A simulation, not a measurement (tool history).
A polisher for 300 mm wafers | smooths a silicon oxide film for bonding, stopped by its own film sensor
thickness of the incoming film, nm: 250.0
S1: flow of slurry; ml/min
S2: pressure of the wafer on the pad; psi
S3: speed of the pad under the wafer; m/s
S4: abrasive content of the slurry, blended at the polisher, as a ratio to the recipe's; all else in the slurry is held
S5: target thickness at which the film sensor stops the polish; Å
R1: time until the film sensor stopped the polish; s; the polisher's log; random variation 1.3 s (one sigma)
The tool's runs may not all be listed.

run	hour	S1	S2	S3	S4	S5	R1
1	0.0	155	2.6	1.12	1.0	1740	72.263
2	7.9	155	2.3	1.12	1.0	1740	78.548
3	16.3	185	2.3	1.12	1.0	1740	76.298
4	21.4	185	2.3	1.12	1.0	1700	80.033
5	27.9	185	2.3	1.12	1.0	1740	77.345
6	32.1	185	2.3	1.26	1.0	1740	71.170
7	33.0	180	2.0	1.22	1.0	1740	79.029
8	33.9	180	1.8	1.18	1.0	1740	89.514
9	38.4	175	1.6	1.18	1.0	1740	94.637
10	40.2	175	1.5	1.16	1.0	1740	102.530

The next listed run, before its measurement:
11	46.9	175	1.5	1.16	1.0	1740	?

R1: 101.090 s

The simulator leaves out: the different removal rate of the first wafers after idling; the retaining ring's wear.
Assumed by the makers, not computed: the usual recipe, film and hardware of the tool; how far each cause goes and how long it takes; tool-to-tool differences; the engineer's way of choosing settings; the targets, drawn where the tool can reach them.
